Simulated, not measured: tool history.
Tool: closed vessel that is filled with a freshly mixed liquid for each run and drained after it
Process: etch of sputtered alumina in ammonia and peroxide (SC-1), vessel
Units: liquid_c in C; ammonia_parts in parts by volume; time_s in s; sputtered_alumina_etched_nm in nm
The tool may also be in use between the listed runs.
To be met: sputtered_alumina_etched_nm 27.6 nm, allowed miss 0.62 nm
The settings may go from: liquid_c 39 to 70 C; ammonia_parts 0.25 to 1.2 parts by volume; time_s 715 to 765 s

{"run": 1, "day": 0.0, "liquid_c": 55, "ammonia_parts": 0.95, "time_s": 715, "sputtered_alumina_etched_nm": 61.792}
{"run": 2, "day": 0.304, "liquid_c": 49.5, "ammonia_parts": 0.95, "time_s": 715, "sputtered_alumina_etched_nm": 45.885}
{"run": 3, "day": 0.65, "liquid_c": 49.5, "ammonia_parts": 1.2, "time_s": 715, "sputtered_alumina_etched_nm": 46.91}
{"run": 4, "day": 0.871, "liquid_c": 46, "ammonia_parts": 1.2, "time_s": 715, "sputtered_alumina_etched_nm": 38.488}
{"run": 5, "day": 1.067, "liquid_c": 44, "ammonia_parts": 1.2, "time_s": 715, "sputtered_alumina_etched_nm": 34.389}
{"run": 6, "day": 1.338, "liquid_c": 42.5, "ammonia_parts": 1.2, "time_s": 715, "sputtered_alumina_etched_nm": 31.749}
{"run": 7, "day": 1.383, "liquid_c": 42.5, "ammonia_parts": 1.2, "time_s": 715, "sputtered_alumina_etched_nm": 31.646}
{"run": 8, "day": 1.488, "liquid_c": 41.5, "ammonia_parts": 1.2, "time_s": 715, "sputtered_alumina_etched_nm": 29.904}
{"run": 9, "day": 1.538, "liquid_c": 41, "ammonia_parts": 1.2, "time_s": 715, "sputtered_alumina_etched_nm": 28.895}

5 next moves are on the table. One of them brings every result within its allowed miss. Which?
{"run": "A", "day": 1.588, "liquid_c": 41, "ammonia_parts": 1.2, "time_s": 765, "sputtered_alumina_etched_nm": "?"}
{"run": "B", "day": 1.588, "liquid_c": 39.5, "ammonia_parts": 0.9, "time_s": 765, "sputtered_alumina_etched_nm": "?"}
{"run": "C", "day": 1.588, "liquid_c": 40.5, "ammonia_parts": 1.2, "time_s": 760, "sputtered_alumina_etched_nm": "?"}
{"run": "D", "day": 1.588, "liquid_c": 41, "ammonia_parts": 1.2, "time_s": 725, "sputtered_alumina_etched_nm": "?"}
{"run": "E", "day": 1.588, "liquid_c": 41.5, "ammonia_parts": 1.2, "time_s": 740, "sputtered_alumina_etched_nm": "?"}

move=A sputtered_alumina_etched_nm=31.149
move=B sputtered_alumina_etched_nm=27.743
move=C sputtered_alumina_etched_nm=30.051
move=D sputtered_alumina_etched_nm=29.52
move=E sputtered_alumina_etched_nm=31.024
A: further off than the last run
B: meets every target
C: further off than the last run
D: further off than the last run
E: further off than the last run
Answer: B
